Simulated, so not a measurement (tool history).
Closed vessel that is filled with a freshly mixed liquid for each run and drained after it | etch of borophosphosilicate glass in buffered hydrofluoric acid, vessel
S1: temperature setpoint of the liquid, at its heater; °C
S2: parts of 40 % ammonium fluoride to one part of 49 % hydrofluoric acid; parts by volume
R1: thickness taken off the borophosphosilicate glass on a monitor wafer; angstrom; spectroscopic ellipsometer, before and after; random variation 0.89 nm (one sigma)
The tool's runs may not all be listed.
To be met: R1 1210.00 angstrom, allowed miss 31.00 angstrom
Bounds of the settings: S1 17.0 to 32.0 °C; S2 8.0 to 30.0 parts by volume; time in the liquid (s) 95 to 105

{"run": 1, "hour": 0.0, "S1": 24.0, "S2": 21.5, "time in the liquid (s)": 95, "R1": 566.19}
{"run": 2, "hour": 8.3, "S1": 24.0, "S2": 18.0, "time in the liquid (s)": 95, "R1": 650.15}
{"run": 3, "hour": 15.9, "S1": 25.0, "S2": 17.5, "time in the liquid (s)": 95, "R1": 730.37}
{"run": 4, "hour": 19.2, "S1": 25.0, "S2": 15.0, "time in the liquid (s)": 95, "R1": 838.43}
{"run": 5, "hour": 26.2, "S1": 25.5, "S2": 15.0, "time in the liquid (s)": 95, "R1": 872.74}
{"run": 6, "hour": 34.2, "S1": 26.0, "S2": 15.0, "time in the liquid (s)": 95, "R1": 883.21}
{"run": 7, "hour": 37.6, "S1": 26.5, "S2": 15.0, "time in the liquid (s)": 95, "R1": 903.03}
{"run": 8, "hour": 38.9, "S1": 27.0, "S2": 15.0, "time in the liquid (s)": 95, "R1": 928.3}
{"run": 9, "hour": 44.9, "S1": 27.5, "S2": 15.0, "time in the liquid (s)": 95, "R1": 950.58}
{"run": 10, "hour": 45.5, "S1": 28.0, "S2": 15.0, "time in the liquid (s)": 95, "R1": 991.36}
{"run": 11, "hour": 53.0, "S1": 28.5, "S2": 15.0, "time in the liquid (s)": 95, "R1": 1001.9}

Which of these 4 next moves meets every target?
{"run": "A", "hour": 60.5, "S1": 29.0, "S2": 14.0, "time in the liquid (s)": 95, "R1": "?"}
{"run": "B", "hour": 60.5, "S1": 29.5, "S2": 14.5, "time in the liquid (s)": 95, "R1": "?"}
{"run": "C", "hour": 60.5, "S1": 29.0, "S2": 13.5, "time in the liquid (s)": 100, "R1": "?"}
{"run": "D", "hour": 60.5, "S1": 30.0, "S2": 13.5, "time in the liquid (s)": 105, "R1": "?"}

move=A R1=1095.20
move=B R1=1086.10
move=C R1=1194.90
move=D R1=1321.90
A: nearer than the last run, and not there yet
B: nearer than the last run, and not there yet
C: meets every target
D: takes the result that was furthest off past its target
Move C is the one to make.

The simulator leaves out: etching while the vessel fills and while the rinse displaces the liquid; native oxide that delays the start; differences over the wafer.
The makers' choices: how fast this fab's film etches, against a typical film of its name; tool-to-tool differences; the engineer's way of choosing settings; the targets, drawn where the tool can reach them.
